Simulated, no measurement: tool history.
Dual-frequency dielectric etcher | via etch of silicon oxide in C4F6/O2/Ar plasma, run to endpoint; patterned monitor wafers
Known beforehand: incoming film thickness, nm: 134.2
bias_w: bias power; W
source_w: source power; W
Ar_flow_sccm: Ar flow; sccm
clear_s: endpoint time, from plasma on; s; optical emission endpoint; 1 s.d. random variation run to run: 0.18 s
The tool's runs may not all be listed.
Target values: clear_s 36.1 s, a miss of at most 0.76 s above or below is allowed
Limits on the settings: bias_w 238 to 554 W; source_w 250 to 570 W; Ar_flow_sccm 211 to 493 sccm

{"run": 1, "hour": 0.0, "bias_w": 396, "source_w": 410, "Ar_flow_sccm": 352, "clear_s": 30.614}
{"run": 2, "hour": 2.5, "bias_w": 429, "source_w": 410, "Ar_flow_sccm": 352, "clear_s": 29.64}
{"run": 3, "hour": 5.6, "bias_w": 465, "source_w": 410, "Ar_flow_sccm": 352, "clear_s": 29.042}
{"run": 4, "hour": 12.7, "bias_w": 441, "source_w": 400, "Ar_flow_sccm": 355, "clear_s": 29.589}
{"run": 5, "hour": 16.4, "bias_w": 410, "source_w": 400, "Ar_flow_sccm": 355, "clear_s": 30.591}
{"run": 6, "hour": 21.2, "bias_w": 410, "source_w": 400, "Ar_flow_sccm": 299, "clear_s": 29.923}
{"run": 7, "hour": 26.9, "bias_w": 390, "source_w": 390, "Ar_flow_sccm": 302, "clear_s": 30.5}
{"run": 8, "hour": 35.4, "bias_w": 373, "source_w": 380, "Ar_flow_sccm": 306, "clear_s": 31.436}
{"run": 9, "hour": 38.7, "bias_w": 358, "source_w": 370, "Ar_flow_sccm": 308, "clear_s": 32.266}
{"run": 10, "hour": 43.2, "bias_w": 344, "source_w": 370, "Ar_flow_sccm": 309, "clear_s": 32.821}
{"run": 11, "hour": 45.2, "bias_w": 333, "source_w": 370, "Ar_flow_sccm": 309, "clear_s": 33.013}
{"run": 12, "hour": 50.4, "bias_w": 322, "source_w": 370, "Ar_flow_sccm": 310, "clear_s": 33.551}
{"run": 13, "hour": 56.8, "bias_w": 313, "source_w": 370, "Ar_flow_sccm": 310, "clear_s": 34.045}

4 next moves are on the table. One of them brings every result within its allowed miss. Which?
{"run": "A", "hour": 63.2, "bias_w": 289, "source_w": 430, "Ar_flow_sccm": 390, "clear_s": "?"}
{"run": "B", "hour": 63.2, "bias_w": 280, "source_w": 420, "Ar_flow_sccm": 375, "clear_s": "?"}
{"run": "C", "hour": 63.2, "bias_w": 238, "source_w": 350, "Ar_flow_sccm": 337, "clear_s": "?"}
{"run": "D", "hour": 63.2, "bias_w": 264, "source_w": 370, "Ar_flow_sccm": 339, "clear_s": "?"}

move=A clear_s=34.154
move=B clear_s=34.622
move=C clear_s=38.394
move=D clear_s=36.423
A: nearer than the last run, and not there yet
B: nearer than the last run, and not there yet
C: the result that was furthest off in the last run now lies on the other side of its target
D: all results in spec
Correct choice: D, which meets every target
